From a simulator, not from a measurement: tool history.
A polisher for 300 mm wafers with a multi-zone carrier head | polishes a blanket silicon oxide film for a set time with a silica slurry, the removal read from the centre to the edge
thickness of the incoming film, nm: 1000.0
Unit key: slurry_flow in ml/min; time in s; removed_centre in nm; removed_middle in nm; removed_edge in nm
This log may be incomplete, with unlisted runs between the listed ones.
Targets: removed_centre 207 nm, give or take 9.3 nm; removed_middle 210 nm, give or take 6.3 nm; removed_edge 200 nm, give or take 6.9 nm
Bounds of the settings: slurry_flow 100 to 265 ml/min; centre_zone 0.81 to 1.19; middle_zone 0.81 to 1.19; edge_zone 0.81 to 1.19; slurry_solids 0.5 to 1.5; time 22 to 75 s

| run | hour | slurry_flow | centre_zone | middle_zone | edge_zone | slurry_solids | time | removed_centre | removed_middle | removed_edge |
|---|---|---|---|---|---|---|---|---|---|---|
| 1 | 0 | 170 | 1 | 1 | 1 | 1 | 48 | 135.57 | 138.45 | 140.01 |
| 2 | 3.3 | 170 | 1 | 1 | 0.91 | 1 | 48 | 133.21 | 138.83 | 131.27 |
| 3 | 4.7 | 180 | 1.02 | 1.03 | 0.95 | 1.1 | 48 | 144.99 | 149.07 | 144.9 |
| 4 | 10.6 | 180 | 1.02 | 1.03 | 0.95 | 1.25 | 48 | 153.04 | 160.37 | 152.45 |
| 5 | 13.3 | 195 | 1.02 | 1.03 | 0.95 | 1.25 | 48 | 155.17 | 159.93 | 153.82 |
| 6 | 15.2 | 195 | 1.04 | 1.05 | 0.97 | 1.3 | 49 | 164.79 | 168.09 | 162.57 |
| 7 | 17.9 | 240 | 1.12 | 1.15 | 1.07 | 1.5 | 51 | 206.45 | 205.25 | 192.65 |
| 8 | 21.3 | 240 | 1.12 | 1.15 | 1.08 | 1.5 | 51 | 204.27 | 206.92 | 193.99 |
| 9 | 29.3 | 240 | 1.12 | 1.15 | 1.09 | 1.5 | 51 | 201.73 | 209.02 | 190.27 |
| 10 | 30.8 | 240 | 1.12 | 1.14 | 1.09 | 1.5 | 51 | 204.55 | 206.58 | 189.48 |

Consider the 5 candidate settings below. Which is the only one whose results all fall within their allowed miss of target?
| A | 32.3 | 205 | 1.09 | 1.03 | 1.07 | 1.45 | 54 | ? | ? | ? |
| B | 32.3 | 215 | 1.04 | 1.17 | 1 | 1.45 | 52 | ? | ? | ? |
| C | 32.3 | 210 | 1.04 | 0.96 | 0.9 | 1.5 | 57 | ? | ? | ? |
| D | 32.3 | 195 | 1.04 | 1.04 | 0.96 | 1.5 | 57 | ? | ? | ? |
| E | 32.3 | 230 | 1.16 | 1.03 | 1.05 | 1.5 | 53 | ? | ? | ? |

| move | removed_centre | removed_middle | removed_edge |
|---|---|---|---|
| A | 204.99 | 198.25 | 200.03 |
| B | 189.94 | 214.49 | 187.49 |
| C | 209.8 | 200.58 | 199.05 |
| D | 207.28 | 212.16 | 202.62 |
| E | 220.95 | 200.28 | 199.6 |
A: puts the biggest miss on target and leaves a different result outside tolerance
B: lands further from the targets than the last run did
C: puts the biggest miss on target and leaves a different result outside tolerance
D: all results in spec
E: puts the biggest miss on target and leaves a different result outside tolerance
So the answer is move D, the one that meets all the targets.

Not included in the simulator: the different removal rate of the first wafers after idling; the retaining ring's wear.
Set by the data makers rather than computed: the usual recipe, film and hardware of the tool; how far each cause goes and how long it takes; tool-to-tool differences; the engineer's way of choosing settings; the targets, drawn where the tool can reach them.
